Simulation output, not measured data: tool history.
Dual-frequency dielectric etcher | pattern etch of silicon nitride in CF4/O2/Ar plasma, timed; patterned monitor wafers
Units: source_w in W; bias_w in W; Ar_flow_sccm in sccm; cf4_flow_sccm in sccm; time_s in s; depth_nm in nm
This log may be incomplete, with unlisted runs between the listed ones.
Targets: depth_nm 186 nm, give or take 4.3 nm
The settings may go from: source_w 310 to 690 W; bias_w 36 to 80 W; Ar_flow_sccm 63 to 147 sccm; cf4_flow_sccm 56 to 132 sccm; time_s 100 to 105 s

{"run": 1, "hour": 0.0, "source_w": 500, "bias_w": 58, "Ar_flow_sccm": 105, "cf4_flow_sccm": 94, "time_s": 100, "depth_nm": 208.44}
{"run": 2, "hour": 3.0, "source_w": 490, "bias_w": 58, "Ar_flow_sccm": 105, "cf4_flow_sccm": 94, "time_s": 100, "depth_nm": 204.91}
{"run": 3, "hour": 7.1, "source_w": 490, "bias_w": 58, "Ar_flow_sccm": 112, "cf4_flow_sccm": 94, "time_s": 100, "depth_nm": 203.36}
{"run": 4, "hour": 15.8, "source_w": 490, "bias_w": 58, "Ar_flow_sccm": 112, "cf4_flow_sccm": 109, "time_s": 100, "depth_nm": 205.3}
{"run": 5, "hour": 18.9, "source_w": 490, "bias_w": 63, "Ar_flow_sccm": 112, "cf4_flow_sccm": 109, "time_s": 100, "depth_nm": 212.24}
{"run": 6, "hour": 21.1, "source_w": 490, "bias_w": 58, "Ar_flow_sccm": 112, "cf4_flow_sccm": 109, "time_s": 100, "depth_nm": 206.03}
{"run": 7, "hour": 23.9, "source_w": 490, "bias_w": 58, "Ar_flow_sccm": 112, "cf4_flow_sccm": 109, "time_s": 100, "depth_nm": 205.77}
{"run": 8, "hour": 27.9, "source_w": 490, "bias_w": 58, "Ar_flow_sccm": 112, "cf4_flow_sccm": 109, "time_s": 100, "depth_nm": 205.9}
{"run": 9, "hour": 35.4, "source_w": 480, "bias_w": 58, "Ar_flow_sccm": 112, "cf4_flow_sccm": 109, "time_s": 100, "depth_nm": 202.06}
{"run": 10, "hour": 41.7, "source_w": 430, "bias_w": 57, "Ar_flow_sccm": 112, "cf4_flow_sccm": 109, "time_s": 100, "depth_nm": 178.35}

Which one of the following 5 next-run settings gets every result inside its allowed miss? There is exactly one.
{"run": "A", "hour": 48.0, "source_w": 410, "bias_w": 68, "Ar_flow_sccm": 115, "cf4_flow_sccm": 106, "time_s": 103.5, "depth_nm": "?"}
{"run": "B", "hour": 48.0, "source_w": 370, "bias_w": 58, "Ar_flow_sccm": 90, "cf4_flow_sccm": 124, "time_s": 103, "depth_nm": "?"}
{"run": "C", "hour": 48.0, "source_w": 400, "bias_w": 57, "Ar_flow_sccm": 103, "cf4_flow_sccm": 99, "time_s": 102, "depth_nm": "?"}
{"run": "D", "hour": 48.0, "source_w": 400, "bias_w": 58, "Ar_flow_sccm": 112, "cf4_flow_sccm": 118, "time_s": 105, "depth_nm": "?"}
{"run": "E", "hour": 48.0, "source_w": 380, "bias_w": 60, "Ar_flow_sccm": 95, "cf4_flow_sccm": 105, "time_s": 103.5, "depth_nm": "?"}

move=A depth_nm=184.73
move=B depth_nm=163.34
move=C depth_nm=168.65
move=D depth_nm=175.84
move=E depth_nm=167.09
A: meets every target
B: misses by more than the last run did
C: misses by more than the last run did
D: misses by more than the last run did
E: misses by more than the last run did
Move A is the one to make.
